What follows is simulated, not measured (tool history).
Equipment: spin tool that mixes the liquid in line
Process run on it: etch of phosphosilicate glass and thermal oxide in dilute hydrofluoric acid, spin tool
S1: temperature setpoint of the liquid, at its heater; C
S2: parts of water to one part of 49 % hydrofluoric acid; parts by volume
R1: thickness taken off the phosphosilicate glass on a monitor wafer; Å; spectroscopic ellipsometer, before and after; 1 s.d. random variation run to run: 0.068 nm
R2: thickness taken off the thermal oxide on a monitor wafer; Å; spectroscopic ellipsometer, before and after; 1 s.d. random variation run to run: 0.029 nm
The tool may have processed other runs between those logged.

Run 1, day 0: S1 26 C, S2 95 parts by volume, time under the liquid (s) 30. Result: R1 195.2 Å, R2 17.744 Å.
Run 2, day 0.304: S1 26 C, S2 95 parts by volume, time under the liquid (s) 40. Result: R1 259.55 Å, R2 23.701 Å.
Run 3, day 0.408: S1 26 C, S2 95 parts by volume, time under the liquid (s) 35. Result: R1 227.45 Å, R2 20.725 Å.
Run 4, day 0.729: S1 23 C, S2 95 parts by volume, time under the liquid (s) 35. Result: R1 201.99 Å, R2 18.575 Å.
Run 5, day 0.842: S1 23 C, S2 115 parts by volume, time under the liquid (s) 35. Result: R1 163.64 Å, R2 14.832 Å.
Run 6, day 0.929: S1 20.5 C, S2 115 parts by volume, time under the liquid (s) 35. Result: R1 147.38 Å, R2 13.361 Å.
Run 7, day 1.296: S1 22 C, S2 115 parts by volume, time under the liquid (s) 35. Result: R1 157.74 Å, R2 13.916 Å.
Run 8, day 1.558: S1 23 C, S2 115 parts by volume, time under the liquid (s) 35. Result: R1 163.87 Å, R2 14.975 Å.
Run 9, day 1.929: S1 24 C, S2 115 parts by volume, time under the liquid (s) 35. Result: R1 169.27 Å, R2 15.596 Å.
Run 10, day 2.3: S1 25 C, S2 115 parts by volume, time under the liquid (s) 35. Result: R1 177.33 Å, R2 15.749 Å.

What does the tool deliver on the next run?
Run 11, day 2.658: S1 25.5 C, S2 115 parts by volume, time under the liquid (s) 35. Result: R1 ?, R2 ?.

R1: 181.31 Å
R2: 16.462 Å
